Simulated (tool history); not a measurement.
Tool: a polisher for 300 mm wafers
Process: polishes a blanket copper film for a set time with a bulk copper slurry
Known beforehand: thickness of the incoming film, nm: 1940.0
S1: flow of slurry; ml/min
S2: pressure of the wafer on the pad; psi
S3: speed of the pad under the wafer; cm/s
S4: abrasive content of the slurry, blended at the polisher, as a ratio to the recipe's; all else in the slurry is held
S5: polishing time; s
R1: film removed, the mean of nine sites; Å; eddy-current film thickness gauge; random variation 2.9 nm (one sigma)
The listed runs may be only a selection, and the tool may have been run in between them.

| run | hour | S1 | S2 | S3 | S4 | S5 | R1 |
|---|---|---|---|---|---|---|---|
| 1 | 0 | 240 | 1.7 | 136 | 1 | 23 | 1442 |
| 2 | 3.5 | 240 | 1.9 | 136 | 1 | 23 | 1600 |
| 3 | 6.5 | 240 | 2.1 | 142 | 1 | 23 | 1845.7 |
| 4 | 9.4 | 240 | 2.2 | 148 | 1 | 23 | 2017.3 |
| 5 | 15.2 | 240 | 2.2 | 178 | 1 | 23 | 2407.1 |
| 6 | 20.2 | 240 | 2.3 | 178 | 1 | 23 | 2521.2 |
| 7 | 28 | 240 | 2.4 | 178 | 1 | 23 | 2650.9 |
| 8 | 28.9 | 240 | 2.5 | 178 | 1 | 23 | 2690.3 |

Run 9 has not been measured yet. What should we expect?
| 9 | 31 | 245 | 2.6 | 180 | 1 | 23 | ? |

Run 9 produced R1 2817.9 Å.
